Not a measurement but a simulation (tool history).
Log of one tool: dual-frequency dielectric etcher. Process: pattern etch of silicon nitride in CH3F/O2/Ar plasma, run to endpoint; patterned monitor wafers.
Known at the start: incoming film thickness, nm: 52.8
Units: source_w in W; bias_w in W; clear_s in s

{"run": 1, "hour": 0.0, "source_w": 390, "bias_w": 95, "clear_s": 64.163}
{"run": 2, "hour": 5.0, "source_w": 430, "bias_w": 100, "clear_s": 59.483}
{"run": 3, "hour": 7.5, "source_w": 450, "bias_w": 101, "clear_s": 57.131}
{"run": 4, "hour": 16.0, "source_w": 450, "bias_w": 108, "clear_s": 55.541}
{"run": 5, "hour": 20.3, "source_w": 480, "bias_w": 108, "clear_s": 54.243}
{"run": 6, "hour": 22.8, "source_w": 480, "bias_w": 93, "clear_s": 57.288}
{"run": 7, "hour": 28.7, "source_w": 490, "bias_w": 94, "clear_s": 56.692}
{"run": 8, "hour": 30.7, "source_w": 500, "bias_w": 95, "clear_s": 55.994}

The next listed run, before its measurement:
{"run": 9, "hour": 36.5, "source_w": 510, "bias_w": 96, "clear_s": "?"}

{"run 9": {"clear_s": 54.368}}
